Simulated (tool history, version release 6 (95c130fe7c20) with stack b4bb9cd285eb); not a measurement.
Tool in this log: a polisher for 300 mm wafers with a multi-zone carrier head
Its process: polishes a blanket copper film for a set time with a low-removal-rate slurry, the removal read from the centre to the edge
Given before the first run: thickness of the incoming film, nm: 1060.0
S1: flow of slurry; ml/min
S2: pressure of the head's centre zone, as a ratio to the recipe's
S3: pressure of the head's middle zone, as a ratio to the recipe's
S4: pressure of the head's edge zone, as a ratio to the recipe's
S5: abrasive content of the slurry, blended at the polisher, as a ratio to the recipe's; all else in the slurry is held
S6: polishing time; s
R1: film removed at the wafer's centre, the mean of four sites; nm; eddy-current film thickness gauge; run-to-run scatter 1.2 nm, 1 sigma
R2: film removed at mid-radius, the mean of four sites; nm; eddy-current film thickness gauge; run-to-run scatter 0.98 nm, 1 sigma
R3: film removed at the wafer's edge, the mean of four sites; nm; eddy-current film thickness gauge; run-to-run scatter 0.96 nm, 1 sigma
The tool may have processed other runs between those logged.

run	hour	S1	S2	S3	S4	S5	S6	R1	R2	R3
1	0	130	1	1	1	1	65	134.61	135.83	135.91
2	6.3	130	1	1.01	0.98	0.95	62	128.84	132.74	125.71
3	11.3	130	1	1.01	0.98	1.1	62	129.77	131.6	127.75
4	12.4	130	1	1.01	0.96	1.1	60	127.39	129.91	122.94
5	18.9	130	1	1.01	0.96	1.1	72	152.53	153.64	152
6	20.8	130	1	1.08	0.96	1.1	72	154.41	164.64	148.39
7	21.4	130	1	1.07	0.95	1.05	68	142.54	152.31	138.69
8	23.5	130	1	1.07	0.94	1	65	138.72	145.5	134.48
9	26.1	125	1.03	1.17	0.85	0.95	47	101.17	111.41	89.553
10	26.9	120	1.03	1.16	0.85	0.95	47	101.93	110.62	87.945

What will run 11 give?
11	32.8	115	1.02	1.15	0.85	0.95	47	?	?	?

{"run 11": {"R1": 98.811, "R2": 107.05, "R3": 88.397}}
